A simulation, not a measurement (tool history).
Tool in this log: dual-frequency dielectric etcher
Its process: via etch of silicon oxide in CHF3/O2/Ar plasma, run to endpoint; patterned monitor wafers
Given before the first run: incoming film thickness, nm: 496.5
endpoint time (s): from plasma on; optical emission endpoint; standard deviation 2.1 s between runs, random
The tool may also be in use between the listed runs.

| run | hour | source power (kW) | bias power (kW) | endpoint time (s) |
|---|---|---|---|---|
| 1 | 0.0 | 0.770 | 0.130 | 262.31 |
| 2 | 2.4 | 0.870 | 0.130 | 240.45 |
| 3 | 5.1 | 0.870 | 0.147 | 230.28 |
| 4 | 9.2 | 0.870 | 0.124 | 248.32 |
| 5 | 11.0 | 0.840 | 0.123 | 252.51 |
| 6 | 12.1 | 0.840 | 0.144 | 235.58 |
| 7 | 15.9 | 0.800 | 0.143 | 243.65 |
| 8 | 17.7 | 0.770 | 0.142 | 250.43 |
| 9 | 19.7 | 0.740 | 0.141 | 257.95 |
| 10 | 26.5 | 0.720 | 0.140 | 259.00 |
| 11 | 28.1 | 0.570 | 0.114 | 337.42 |
| 12 | 34.7 | 0.580 | 0.114 | 328.55 |
| 13 | 41.8 | 0.590 | 0.114 | 327.56 |
| 14 | 50.8 | 0.600 | 0.114 | 322.39 |
| 15 | 52.3 | 0.610 | 0.114 | 325.22 |

Expected results for the next run?
| 16 | 60.5 | 0.620 | 0.114 | ? |

endpoint time (s): 314.48
